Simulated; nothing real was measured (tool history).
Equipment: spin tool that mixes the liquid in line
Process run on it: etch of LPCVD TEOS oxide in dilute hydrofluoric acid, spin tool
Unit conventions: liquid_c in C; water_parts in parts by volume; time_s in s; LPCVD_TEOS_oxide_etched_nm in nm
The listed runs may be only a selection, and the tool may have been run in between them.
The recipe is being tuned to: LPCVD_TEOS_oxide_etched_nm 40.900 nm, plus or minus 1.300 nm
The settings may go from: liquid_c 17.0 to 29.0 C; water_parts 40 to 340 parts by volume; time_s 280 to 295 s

{"run": 1, "day": 0.0, "liquid_c": 21.0, "water_parts": 190, "time_s": 280, "LPCVD_TEOS_oxide_etched_nm": 71.362}
{"run": 2, "day": 0.092, "liquid_c": 20.5, "water_parts": 200, "time_s": 280, "LPCVD_TEOS_oxide_etched_nm": 65.853}
{"run": 3, "day": 0.15, "liquid_c": 17.0, "water_parts": 200, "time_s": 280, "LPCVD_TEOS_oxide_etched_nm": 56.556}
{"run": 4, "day": 0.425, "liquid_c": 17.0, "water_parts": 200, "time_s": 280, "LPCVD_TEOS_oxide_etched_nm": 56.667}
{"run": 5, "day": 0.529, "liquid_c": 17.0, "water_parts": 205, "time_s": 280, "LPCVD_TEOS_oxide_etched_nm": 55.862}
{"run": 6, "day": 0.662, "liquid_c": 17.0, "water_parts": 205, "time_s": 280, "LPCVD_TEOS_oxide_etched_nm": 56.051}
{"run": 7, "day": 0.95, "liquid_c": 17.0, "water_parts": 210, "time_s": 280, "LPCVD_TEOS_oxide_etched_nm": 53.794}
{"run": 8, "day": 1.054, "liquid_c": 17.0, "water_parts": 215, "time_s": 280, "LPCVD_TEOS_oxide_etched_nm": 53.056}

Consider the 4 candidate settings below. Which is the only one whose results all fall within their allowed miss of target?
{"run": "A", "day": 1.158, "liquid_c": 22.0, "water_parts": 210, "time_s": 295, "LPCVD_TEOS_oxide_etched_nm": "?"}
{"run": "B", "day": 1.158, "liquid_c": 17.0, "water_parts": 270, "time_s": 290, "LPCVD_TEOS_oxide_etched_nm": "?"}
{"run": "C", "day": 1.158, "liquid_c": 17.0, "water_parts": 255, "time_s": 290, "LPCVD_TEOS_oxide_etched_nm": "?"}
{"run": "D", "day": 1.158, "liquid_c": 18.5, "water_parts": 195, "time_s": 295, "LPCVD_TEOS_oxide_etched_nm": "?"}

move=A LPCVD_TEOS_oxide_etched_nm=70.045
move=B LPCVD_TEOS_oxide_etched_nm=41.883
move=C LPCVD_TEOS_oxide_etched_nm=44.924
move=D LPCVD_TEOS_oxide_etched_nm=66.915
A: further off than the last run
B: in spec on every target
C: nearer than the last run, and not there yet
D: further off than the last run
The move that meets every target is B.
